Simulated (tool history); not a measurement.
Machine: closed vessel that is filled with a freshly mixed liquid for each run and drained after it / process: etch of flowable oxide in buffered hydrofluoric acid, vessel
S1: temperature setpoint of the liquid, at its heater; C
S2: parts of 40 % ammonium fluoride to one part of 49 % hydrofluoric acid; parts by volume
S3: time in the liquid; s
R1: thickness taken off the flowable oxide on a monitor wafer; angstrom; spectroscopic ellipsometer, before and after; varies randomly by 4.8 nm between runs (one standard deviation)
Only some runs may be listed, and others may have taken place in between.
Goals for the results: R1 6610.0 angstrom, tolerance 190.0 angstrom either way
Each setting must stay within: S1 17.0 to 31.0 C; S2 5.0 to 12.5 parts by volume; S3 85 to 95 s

run 1 hour=0.0 | S1=23.0 S2=7.5 S3=85 | R1=4728.9
run 2 hour=5.0 | S1=24.0 S2=7.5 S3=85 | R1=4976.3
run 3 hour=10.5 | S1=22.0 S2=7.5 S3=85 | R1=4511.9
run 4 hour=15.3 | S1=23.0 S2=7.5 S3=85 | R1=4733.7
run 5 hour=21.6 | S1=24.0 S2=7.5 S3=85 | R1=5097.0
run 6 hour=22.8 | S1=24.0 S2=7.5 S3=95 | R1=5592.9
run 7 hour=25.4 | S1=24.5 S2=7.5 S3=95 | R1=5839.7
run 8 hour=27.3 | S1=25.0 S2=7.5 S3=95 | R1=5891.3

4 candidate next runs follow, results not yet known. Just one meets every target within its allowed miss. Identify it.
run A hour=29.2 | S1=25.5 S2=7.0 S3=95 | R1=?
run B hour=29.2 | S1=23.5 S2=6.5 S3=85 | R1=?
run C hour=29.2 | S1=25.5 S2=7.5 S3=85 | R1=?
run D hour=29.2 | S1=27.5 S2=7.5 S3=85 | R1=?

move=A R1=6571.4
move=B R1=5625.4
move=C R1=5457.9
move=D R1=6075.2
A: every result within its allowed miss
B: its largest miss is bigger than the last run's
C: its largest miss is bigger than the last run's
D: an improvement on the last run, though not all results are within tolerance
A meets every target.
